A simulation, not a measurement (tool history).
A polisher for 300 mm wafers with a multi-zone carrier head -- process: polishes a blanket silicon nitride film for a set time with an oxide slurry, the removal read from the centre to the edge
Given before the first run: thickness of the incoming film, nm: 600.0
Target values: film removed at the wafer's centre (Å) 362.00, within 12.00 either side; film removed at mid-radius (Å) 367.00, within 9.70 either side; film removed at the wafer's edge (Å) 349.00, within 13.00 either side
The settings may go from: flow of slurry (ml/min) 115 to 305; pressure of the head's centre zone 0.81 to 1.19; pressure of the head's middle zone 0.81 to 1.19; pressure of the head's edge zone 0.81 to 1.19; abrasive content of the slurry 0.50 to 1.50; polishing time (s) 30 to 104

run	day	flow of slurry (ml/min)	pressure of the head's centre zone	pressure of the head's middle zone	pressure of the head's edge zone	abrasive content of the slurry	polishing time (s)	film removed at the wafer's centre (Å)	film removed at mid-radius (Å)	film removed at the wafer's edge (Å)
1	0.000	195	1.00	1.00	1.00	1.00	67	445.91	488.27	496.78
2	0.217	195	0.93	1.00	1.00	1.00	67	414.24	490.74	509.02
3	0.562	195	0.93	1.00	1.00	1.00	57	343.83	417.55	420.79
4	0.858	195	0.93	1.00	1.00	1.15	57	367.63	440.82	444.50
5	1.217	195	0.86	1.00	1.00	1.15	57	339.30	432.22	446.02
6	1.383	195	0.86	1.00	1.00	1.00	57	323.60	418.98	426.48
# day 1.462: centre zone pressure recalibrated
7	1.462	165	0.96	0.94	0.90	0.75	56	338.43	340.33	344.28
8	1.742	170	0.96	0.95	0.90	0.75	56	340.87	342.94	346.09
9	1.800	175	0.96	0.96	0.90	0.75	56	349.48	348.74	349.31
10	1.879	180	0.96	0.97	0.90	0.75	56	358.04	353.86	347.69

Consider the 4 candidate settings below. Which is the only one whose results all fall within their allowed miss of target?
A	1.958	175	1.04	0.97	0.85	0.80	52	?	?	?
B	1.958	230	0.98	0.89	0.90	0.50	63	?	?	?
C	1.958	140	1.00	1.03	0.89	0.85	56	?	?	?
D	1.958	170	0.97	1.01	0.81	0.75	55	?	?	?

move	film removed at the wafer's centre (Å)	film removed at mid-radius (Å)	film removed at the wafer's edge (Å)
A	359.92	334.08	330.31
B	359.63	329.71	354.30
C	361.54	368.47	358.92
D	344.28	354.33	332.27
A: the biggest miss grows against the last run
B: the biggest miss grows against the last run
C: every result within its allowed miss
D: the biggest miss grows against the last run
So the answer is move C, the one that meets all the targets.
